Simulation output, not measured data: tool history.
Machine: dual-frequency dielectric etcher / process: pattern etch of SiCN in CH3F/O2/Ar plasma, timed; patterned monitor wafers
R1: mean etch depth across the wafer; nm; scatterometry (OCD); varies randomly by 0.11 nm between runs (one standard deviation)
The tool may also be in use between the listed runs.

Run 1, hour 0: source power (W) 360, bias power (W) 91, etch time (s) 67. Result: R1 26.073 nm.
Run 2, hour 1.7: source power (W) 360, bias power (W) 99, etch time (s) 67. Result: R1 26.998 nm.
Run 3, hour 8.5: source power (W) 350, bias power (W) 98, etch time (s) 67. Result: R1 26.54 nm.
Run 4, hour 14.4: source power (W) 340, bias power (W) 98, etch time (s) 67. Result: R1 26.267 nm.
Run 5, hour 15.3: source power (W) 340, bias power (W) 113, etch time (s) 67. Result: R1 27.483 nm.
Run 6, hour 19.1: source power (W) 330, bias power (W) 112, etch time (s) 67. Result: R1 27.232 nm.
Run 7, hour 27.5: source power (W) 320, bias power (W) 111, etch time (s) 67. Result: R1 26.93 nm.

Run 8 has not been measured yet. What should we expect?
Run 8, hour 35.6: source power (W) 310, bias power (W) 110, etch time (s) 67. Result: R1 ?.

R1: 26.485 nm
